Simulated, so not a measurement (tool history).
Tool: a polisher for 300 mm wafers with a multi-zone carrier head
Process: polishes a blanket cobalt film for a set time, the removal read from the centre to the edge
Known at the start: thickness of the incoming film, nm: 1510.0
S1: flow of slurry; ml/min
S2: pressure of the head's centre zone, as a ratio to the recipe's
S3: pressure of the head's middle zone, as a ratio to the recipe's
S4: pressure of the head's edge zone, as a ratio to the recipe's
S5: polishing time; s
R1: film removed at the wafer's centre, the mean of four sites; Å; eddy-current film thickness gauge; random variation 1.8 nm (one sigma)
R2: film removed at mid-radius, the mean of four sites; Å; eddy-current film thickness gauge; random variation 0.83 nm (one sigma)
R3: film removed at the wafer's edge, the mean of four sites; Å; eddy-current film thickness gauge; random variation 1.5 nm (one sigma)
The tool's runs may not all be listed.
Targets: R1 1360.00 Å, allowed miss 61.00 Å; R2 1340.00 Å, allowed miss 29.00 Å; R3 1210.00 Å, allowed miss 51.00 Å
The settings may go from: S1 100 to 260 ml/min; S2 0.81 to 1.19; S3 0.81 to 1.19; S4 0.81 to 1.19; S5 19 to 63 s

| run | hour | S1 | S2 | S3 | S4 | S5 | R1 | R2 | R3 |
|---|---|---|---|---|---|---|---|---|---|
| 1 | 0.0 | 165 | 1.00 | 1.00 | 1.00 | 41 | 858.77 | 940.03 | 930.60 |
| 2 | 4.0 | 190 | 1.00 | 1.00 | 1.00 | 41 | 895.17 | 964.72 | 929.61 |
| 3 | 11.5 | 190 | 0.95 | 1.00 | 1.00 | 41 | 841.04 | 954.62 | 932.94 |
| 4 | 15.8 | 190 | 0.95 | 1.00 | 1.00 | 34 | 696.62 | 800.47 | 783.86 |
| 5 | 18.3 | 190 | 0.95 | 1.00 | 1.05 | 34 | 699.86 | 790.01 | 804.08 |
| 6 | 26.9 | 190 | 0.95 | 1.07 | 1.05 | 34 | 708.90 | 831.14 | 808.58 |
| 7 | 29.4 | 195 | 0.97 | 1.08 | 1.06 | 36 | 751.02 | 903.20 | 852.06 |
| 8 | 36.0 | 235 | 1.07 | 0.98 | 0.99 | 47 | 1105.80 | 1112.50 | 1106.30 |
| 9 | 40.1 | 235 | 1.08 | 0.99 | 0.99 | 47 | 1114.00 | 1124.80 | 1104.30 |
| 10 | 47.3 | 235 | 1.09 | 1.00 | 0.99 | 48 | 1120.20 | 1164.20 | 1130.20 |
| 11 | 55.2 | 235 | 1.10 | 1.00 | 0.98 | 49 | 1141.50 | 1175.00 | 1135.30 |
| 12 | 59.4 | 240 | 1.11 | 1.00 | 0.97 | 50 | 1171.90 | 1201.50 | 1143.00 |
| 13 | 64.9 | 240 | 1.12 | 1.00 | 0.96 | 51 | 1228.10 | 1215.70 | 1177.30 |
| 14 | 67.6 | 240 | 1.13 | 1.01 | 0.95 | 51 | 1242.40 | 1242.20 | 1178.10 |
| 15 | 68.3 | 240 | 1.14 | 1.01 | 0.95 | 51 | 1223.20 | 1247.60 | 1165.20 |
| 16 | 72.2 | 240 | 1.15 | 1.01 | 0.94 | 51 | 1214.90 | 1238.60 | 1181.10 |
| 17 | 76.5 | 240 | 1.15 | 1.01 | 0.93 | 51 | 1266.00 | 1245.90 | 1167.20 |
|  | 77.3 | centre zone pressure recalibrated |
| 18 | 77.3 | 245 | 1.17 | 1.02 | 0.91 | 52 | 1389.10 | 1281.40 | 1170.60 |
| 19 | 79.3 | 245 | 1.17 | 1.02 | 0.91 | 52 | 1372.70 | 1289.40 | 1144.00 |

5 next moves are on the table. One of them brings every result within its allowed miss. Which?
| A | 81.3 | 240 | 1.13 | 1.17 | 0.96 | 47 | ? | ? | ? |
| B | 81.3 | 255 | 1.10 | 1.01 | 0.86 | 55 | ? | ? | ? |
| C | 81.3 | 240 | 1.15 | 1.13 | 0.90 | 49 | ? | ? | ? |
| D | 81.3 | 235 | 1.12 | 1.13 | 1.05 | 47 | ? | ? | ? |
| E | 81.3 | 260 | 1.19 | 1.07 | 0.89 | 50 | ? | ? | ? |

| move | R1 | R2 | R3 |
|---|---|---|---|
| A | 1191.00 | 1280.10 | 1103.60 |
| B | 1374.00 | 1344.60 | 1236.60 |
| C | 1258.60 | 1298.20 | 1117.00 |
| D | 1179.00 | 1241.90 | 1150.80 |
| E | 1332.60 | 1280.80 | 1142.90 |
A: further off than the last run
B: meets every target
C: as far off as the last run
D: further off than the last run
E: further off than the last run
Answer: B

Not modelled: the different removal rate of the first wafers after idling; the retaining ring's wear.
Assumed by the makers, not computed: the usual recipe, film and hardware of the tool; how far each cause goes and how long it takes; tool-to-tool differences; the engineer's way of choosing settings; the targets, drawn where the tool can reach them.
